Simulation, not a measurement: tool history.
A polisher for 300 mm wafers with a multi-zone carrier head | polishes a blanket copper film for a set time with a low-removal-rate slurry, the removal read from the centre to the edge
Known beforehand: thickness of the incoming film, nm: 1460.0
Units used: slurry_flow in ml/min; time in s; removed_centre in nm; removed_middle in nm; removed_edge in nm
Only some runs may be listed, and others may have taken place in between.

run 1 hour=0.0 | slurry_flow=270 centre_zone=1.00 middle_zone=1.00 edge_zone=1.00 slurry_solids=1.00 time=40 | removed_centre=90.820 removed_middle=92.365 removed_edge=91.987
run 2 hour=4.5 | slurry_flow=260 centre_zone=0.95 middle_zone=1.01 edge_zone=0.98 slurry_solids=0.90 time=38 | removed_centre=78.939 removed_middle=86.497 removed_edge=83.315
run 3 hour=8.5 | slurry_flow=250 centre_zone=0.92 middle_zone=1.01 edge_zone=0.97 slurry_solids=0.80 time=37 | removed_centre=73.200 removed_middle=83.716 removed_edge=79.375
run 4 hour=15.3 | slurry_flow=240 centre_zone=0.89 middle_zone=1.01 edge_zone=0.96 slurry_solids=0.75 time=36 | removed_centre=66.677 removed_middle=78.061 removed_edge=73.902
run 5 hour=18.9 | slurry_flow=230 centre_zone=0.87 middle_zone=1.02 edge_zone=0.96 slurry_solids=0.70 time=35 | removed_centre=63.241 removed_middle=74.781 removed_edge=70.819
run 6 hour=21.5 | slurry_flow=230 centre_zone=0.87 middle_zone=1.02 edge_zone=0.96 slurry_solids=0.70 time=44 | removed_centre=78.705 removed_middle=96.054 removed_edge=89.948
run 7 hour=27.7 | slurry_flow=220 centre_zone=0.86 middle_zone=1.03 edge_zone=0.96 slurry_solids=0.65 time=41 | removed_centre=70.946 removed_middle=87.346 removed_edge=82.671

Run 8 is up next; what results do you expect?
run 8 hour=29.1 | slurry_flow=210 centre_zone=0.85 middle_zone=1.04 edge_zone=0.95 slurry_solids=0.60 time=39 | removed_centre=? removed_middle=? removed_edge=?

Run 8 yielded removed_centre 66.615 nm, removed_middle 82.276 nm, removed_edge 75.711 nm.

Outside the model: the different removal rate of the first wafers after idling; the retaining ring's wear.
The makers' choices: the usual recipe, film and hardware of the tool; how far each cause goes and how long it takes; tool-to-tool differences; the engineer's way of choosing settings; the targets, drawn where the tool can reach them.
